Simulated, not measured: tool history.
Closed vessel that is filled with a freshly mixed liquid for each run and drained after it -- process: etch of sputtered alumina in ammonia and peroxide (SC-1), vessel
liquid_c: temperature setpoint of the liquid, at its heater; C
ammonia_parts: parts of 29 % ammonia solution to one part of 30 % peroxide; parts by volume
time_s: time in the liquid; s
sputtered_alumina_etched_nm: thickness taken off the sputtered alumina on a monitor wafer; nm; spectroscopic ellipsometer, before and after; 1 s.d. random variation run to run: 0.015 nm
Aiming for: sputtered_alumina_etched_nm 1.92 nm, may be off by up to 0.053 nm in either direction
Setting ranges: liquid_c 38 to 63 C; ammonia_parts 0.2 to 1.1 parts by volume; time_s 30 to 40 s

| run | day | liquid_c | ammonia_parts | time_s | sputtered_alumina_etched_nm |
|---|---|---|---|---|---|
| 1 | 0 | 47 | 0.6 | 40 | 2.3055 |
| 2 | 0.15 | 46 | 0.6 | 40 | 2.2139 |
| 3 | 0.475 | 45 | 0.6 | 40 | 2.0611 |
| 4 | 0.729 | 40.5 | 0.6 | 40 | 1.6056 |
| 5 | 0.962 | 41.5 | 0.6 | 40 | 1.686 |
| 6 | 1.05 | 42 | 0.6 | 40 | 1.7286 |
| 7 | 1.179 | 42.5 | 0.6 | 40 | 1.7894 |
| 8 | 1.383 | 43 | 0.6 | 40 | 1.8347 |

Which one of the following 5 next-run settings gets every result inside its allowed miss? There is exactly one.
| A | 1.588 | 42 | 0.45 | 40 | ? |
| B | 1.588 | 43 | 0.55 | 40 | ? |
| C | 1.588 | 47 | 0.65 | 35 | ? |
| D | 1.588 | 44 | 0.55 | 40 | ? |
| E | 1.588 | 42 | 0.65 | 40 | ? |

| move | sputtered_alumina_etched_nm |
|---|---|
| A | 1.6765 |
| B | 1.8109 |
| C | 2.0217 |
| D | 1.9181 |
| E | 1.7363 |
A: lands further from the targets than the last run did
B: lands further from the targets than the last run did
C: pushes the last run's worst result past its target
D: meets every target
E: lands further from the targets than the last run did
So the answer is move D, the one that meets all the targets.

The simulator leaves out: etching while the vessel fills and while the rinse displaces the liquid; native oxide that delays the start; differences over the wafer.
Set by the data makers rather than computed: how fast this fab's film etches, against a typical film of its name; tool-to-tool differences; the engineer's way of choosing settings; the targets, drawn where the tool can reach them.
